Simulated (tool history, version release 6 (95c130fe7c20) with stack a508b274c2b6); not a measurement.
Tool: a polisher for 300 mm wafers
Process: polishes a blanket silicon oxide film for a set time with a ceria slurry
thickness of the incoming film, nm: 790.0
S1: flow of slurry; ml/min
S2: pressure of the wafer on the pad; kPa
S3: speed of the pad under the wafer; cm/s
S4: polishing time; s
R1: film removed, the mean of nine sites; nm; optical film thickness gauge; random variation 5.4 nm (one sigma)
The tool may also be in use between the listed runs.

run  hour   S1    S2   S3  S4      R1
  1   0.0  215  22.1  122  64  308.25
  2   3.0  215  24.1  122  64  325.17
  3  11.4  265  24.1  122  64  338.90
  4  13.3  265  24.1  122  64  332.53
  5  15.7  265  26.2  124  64  369.52
  6  23.8  265  23.4  124  64  327.43
  7  29.3  265  25.5  124  64  362.82

The next listed run, before its measurement:
  8  31.0  265  26.9  124  64   ?

{"run 8": {"R1": 387.35}}
